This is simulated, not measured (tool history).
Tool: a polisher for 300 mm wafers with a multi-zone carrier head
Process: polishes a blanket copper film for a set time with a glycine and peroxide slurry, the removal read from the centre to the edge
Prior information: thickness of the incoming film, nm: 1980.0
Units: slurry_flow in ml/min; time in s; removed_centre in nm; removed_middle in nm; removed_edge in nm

run,day,slurry_flow,centre_zone,middle_zone,edge_zone,time,removed_centre,removed_middle,removed_edge
1,0.000,305,1.00,1.00,1.00,52,228.16,234.11,239.52
2,0.271,305,1.01,1.01,1.01,53,238.11,244.75,242.86
3,0.350,305,1.02,1.01,1.02,54,242.69,251.58,250.65
4,0.692,305,1.02,1.01,1.02,49,219.79,225.42,225.96
5,1.029,305,1.02,1.01,0.98,49,214.14,225.81,226.72
6,1.325,305,1.02,1.07,0.98,49,219.50,233.41,230.28
7,1.562,305,1.03,1.07,0.99,50,221.24,237.84,232.89
8,1.812,305,1.04,1.07,0.99,51,232.89,242.28,239.80

Run 9 has not been measured yet. What should we expect?
9,2.092,305,1.05,1.08,0.99,52,?,?,?

{"run 9": {"removed_centre": 239.61, "removed_middle": 245.4, "removed_edge": 243.58}}

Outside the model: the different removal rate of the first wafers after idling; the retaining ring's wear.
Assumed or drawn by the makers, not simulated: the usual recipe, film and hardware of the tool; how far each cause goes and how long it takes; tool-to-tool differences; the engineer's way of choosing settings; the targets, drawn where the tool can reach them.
